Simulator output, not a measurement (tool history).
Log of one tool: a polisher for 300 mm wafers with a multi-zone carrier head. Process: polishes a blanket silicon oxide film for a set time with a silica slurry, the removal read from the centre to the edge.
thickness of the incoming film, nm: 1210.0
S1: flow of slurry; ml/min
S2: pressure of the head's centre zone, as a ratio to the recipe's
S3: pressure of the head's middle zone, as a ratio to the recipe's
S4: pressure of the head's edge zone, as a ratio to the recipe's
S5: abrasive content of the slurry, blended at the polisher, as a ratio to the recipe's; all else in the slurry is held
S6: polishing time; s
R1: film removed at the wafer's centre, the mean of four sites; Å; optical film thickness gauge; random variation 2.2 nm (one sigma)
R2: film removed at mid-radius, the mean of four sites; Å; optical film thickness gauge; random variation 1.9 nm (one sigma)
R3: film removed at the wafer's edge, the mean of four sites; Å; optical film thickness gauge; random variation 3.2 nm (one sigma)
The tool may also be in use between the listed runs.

run	day	S1	S2	S3	S4	S5	S6	R1	R2	R3
1	0	185	1	1	1	1	54	2865.8	2858.5	2820.8
2	0.042	185	1.08	1	1	1	54	3079	2821	2863.2
3	0.154	180	1.06	0.98	0.97	0.95	54	2883.7	2708.5	2711.8
4	0.304	175	1.06	0.96	0.94	0.9	54	2830.6	2562.4	2666.1
5	0.588	145	1.06	0.96	0.94	0.9	54	2653.7	2423.7	2483.5
# day 0.842: slurry nozzle cleaned
6	0.842	140	1.06	0.96	0.92	0.9	54	2874.1	2670	2619.7
7	1.217	135	1.06	0.96	0.93	0.85	53	2730.5	2498	2457.8
8	1.488	130	1.05	0.95	0.93	0.8	53	2603.1	2324.3	2429.8

The next listed run, before its measurement:
9	1.825	125	1.05	0.95	0.92	0.75	53	?	?	?

Run 9 gave R1 2513.9 Å, R2 2293.5 Å, R3 2302 Å.

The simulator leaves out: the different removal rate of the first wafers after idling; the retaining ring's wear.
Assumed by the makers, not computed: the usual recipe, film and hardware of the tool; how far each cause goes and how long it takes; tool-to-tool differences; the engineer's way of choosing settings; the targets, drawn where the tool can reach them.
